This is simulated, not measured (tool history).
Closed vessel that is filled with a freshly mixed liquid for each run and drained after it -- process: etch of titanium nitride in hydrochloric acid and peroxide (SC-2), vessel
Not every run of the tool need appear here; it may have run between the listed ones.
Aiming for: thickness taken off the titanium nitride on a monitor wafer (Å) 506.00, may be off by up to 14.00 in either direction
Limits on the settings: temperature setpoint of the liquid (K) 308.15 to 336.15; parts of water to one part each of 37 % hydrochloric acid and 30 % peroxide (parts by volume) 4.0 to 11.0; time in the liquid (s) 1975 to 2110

run  hour  temperature setpoint of the liquid (K)  parts of water to one part each of 37 % hydrochloric acid and 30 % peroxide (parts by volume)  time in the liquid (s)  thickness taken off the titanium nitride on a monitor wafer (Å)
  1   0.0                                  320.15                                                                                            6.0                    1975                                                           770.22
  2   2.9                                  320.15                                                                                            7.5                    1975                                                           639.40
  3  10.0                                  319.65                                                                                            7.5                    1975                                                           619.26
  4  17.3                                  319.15                                                                                            7.5                    1975                                                           608.19
  5  21.3                                  318.65                                                                                            7.5                    1975                                                           579.70
  6  28.3                                  323.15                                                                                            7.5                    1975                                                           801.54
  7  30.8                                  322.65                                                                                            7.5                    1975                                                           764.93
  8  34.8                                  322.15                                                                                            7.5                    1975                                                           746.23
  9  41.6                                  321.65                                                                                            7.5                    1975                                                           723.36
 10  49.3                                  321.15                                                                                            7.5                    1975                                                           693.57
 11  56.0                                  320.65                                                                                            7.5                    1975                                                           667.75
 12  57.6                                  320.15                                                                                            7.5                    1975                                                           643.79
 13  64.6                                  319.65                                                                                            7.5                    1975                                                           623.11

Pick the move, out of 5, that brings all results within their allowed miss; only one does.
  A  71.6                                  314.15                                                                                            6.0                    1975                                                                ?
  B  71.6                                  316.15                                                                                            8.0                    1975                                                                ?
  C  71.6                                  316.65                                                                                            6.5                    1975                                                                ?
  D  71.6                                  317.65                                                                                            7.5                    1975                                                                ?
  E  71.6                                  322.15                                                                                            6.5                    1975                                                                ?

move  thickness taken off the titanium nitride on a monitor wafer (Å)
   A                                                           509.30
   B                                                           468.76
   C                                                           571.00
   D                                                           547.52
   E                                                           831.14
A: every result lands within tolerance
B: takes the result that was furthest off past its target
C: nearer than the last run, and not there yet
D: nearer than the last run, and not there yet
E: misses by more than the last run did
Go with A: it meets all targets.
